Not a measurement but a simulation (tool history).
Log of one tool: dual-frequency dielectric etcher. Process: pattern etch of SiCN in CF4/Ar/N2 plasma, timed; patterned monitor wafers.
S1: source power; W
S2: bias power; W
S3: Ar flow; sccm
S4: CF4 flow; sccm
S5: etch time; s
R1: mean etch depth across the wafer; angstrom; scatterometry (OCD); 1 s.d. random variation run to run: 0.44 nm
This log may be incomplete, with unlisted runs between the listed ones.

run    day   S1  S2   S3  S4   S5      R1
  1      0  330  52  117  53  197  1039.9
  2  0.233  330  52  117  53  197  1034.4
  3  0.417  330  52  117  59  197  1054.8
  4  0.617  330  52  117  54  197    1024
  5   0.75  290  52  117  54  197  916.06
  6  0.912  290  52  117  54  197  924.46

Run 7, settings as shown, results not yet in. Your forecast:
  7  1.25  270  52  117  54  197   ?

{"run 7": {"R1": 849.34}}

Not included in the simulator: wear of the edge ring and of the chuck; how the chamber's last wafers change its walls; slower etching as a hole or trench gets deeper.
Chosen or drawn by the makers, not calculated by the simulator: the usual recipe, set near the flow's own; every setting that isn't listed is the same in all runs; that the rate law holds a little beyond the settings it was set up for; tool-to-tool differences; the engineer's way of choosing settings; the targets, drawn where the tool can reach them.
